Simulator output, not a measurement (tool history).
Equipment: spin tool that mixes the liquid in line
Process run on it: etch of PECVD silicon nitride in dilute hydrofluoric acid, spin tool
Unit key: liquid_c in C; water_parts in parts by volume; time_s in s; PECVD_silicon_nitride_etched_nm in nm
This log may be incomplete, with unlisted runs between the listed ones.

run,hour,liquid_c,water_parts,time_s,PECVD_silicon_nitride_etched_nm
1,0,21,100,260,5.9717
2,6.7,21,75,260,7.9047
3,11.6,20.5,75,260,7.632
4,13.5,20.5,55,260,10.346
5,19.8,24,55,260,13.157
6,28.6,24,55,260,13.114

The next listed run, before its measurement:
7,29.8,23,55,260,?

Logged for run 7: PECVD_silicon_nitride_etched_nm 12.221 nm.
